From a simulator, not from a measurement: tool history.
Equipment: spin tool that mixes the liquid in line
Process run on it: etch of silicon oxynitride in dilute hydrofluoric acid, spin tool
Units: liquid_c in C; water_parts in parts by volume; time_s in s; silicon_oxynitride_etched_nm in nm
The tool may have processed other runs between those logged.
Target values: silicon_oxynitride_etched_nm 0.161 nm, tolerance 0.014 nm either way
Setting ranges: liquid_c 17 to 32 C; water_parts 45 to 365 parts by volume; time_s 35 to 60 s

run    day  liquid_c  water_parts  time_s  silicon_oxynitride_etched_nm
  1      0        24          205      60                       0.42503
  2  0.183        24          205      60                       0.41764
  3  0.554        24          205      35                       0.24914
  4  0.871        24          150      35                        0.3475
  5  1.212        23          180      35                       0.25953
  6  1.508        23          150      35                       0.33994
  7  1.592        22          165      35                       0.26916
  8  1.804        21          165      35                       0.28118
  9  1.979      20.5          185      35                       0.23957
 10  2.021        20          195      35                        0.2096
 11  2.246      19.5          195      35                       0.20407

Consider the 5 candidate settings below. Which is the only one whose results all fall within their allowed miss of target?
  A  2.471      22.5          235      50                             ?
  B  2.471      17.5          310      50                             ?
  C  2.471      19.5          170      45                             ?
  D  2.471        18          200      35                             ?
  E  2.471        19          225      40                             ?

move  silicon_oxynitride_etched_nm
   A                       0.26683
   B                       0.15429
   C                       0.30223
   D                       0.18258
   E                       0.19142
A: further off than the last run
B: each result inside its tolerance
C: further off than the last run
D: better than the last run, though not everything is in spec
E: better than the last run, though not everything is in spec
Move B is the one to make.
